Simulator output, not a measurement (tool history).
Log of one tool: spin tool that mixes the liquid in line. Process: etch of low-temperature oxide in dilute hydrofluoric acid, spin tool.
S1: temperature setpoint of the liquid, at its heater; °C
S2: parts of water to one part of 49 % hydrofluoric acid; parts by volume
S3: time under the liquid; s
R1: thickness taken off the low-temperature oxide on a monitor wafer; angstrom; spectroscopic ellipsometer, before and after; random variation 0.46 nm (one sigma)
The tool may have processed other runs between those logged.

run,hour,S1,S2,S3,R1
1,0,22,210,180,175.93
2,2.3,23.5,210,180,187.03
3,7.5,23.5,210,180,190.12
4,10.2,23.5,285,180,128.53
5,14.3,25,235,180,172.87
6,15.3,26,190,180,231.48
7,18.9,27,160,180,296.08
8,20.1,30,75,180,779.72
9,22.6,26,75,180,677.18
10,24.7,24.5,75,180,627.02
11,32.2,23.5,75,180,604.64
12,40.4,23,75,180,606

The next listed run, before its measurement:
# hour 44.5: hydrofluoric acid flow meter replaced
13,44.5,22,75,180,?

Run 13 produced R1 508.73 angstrom.
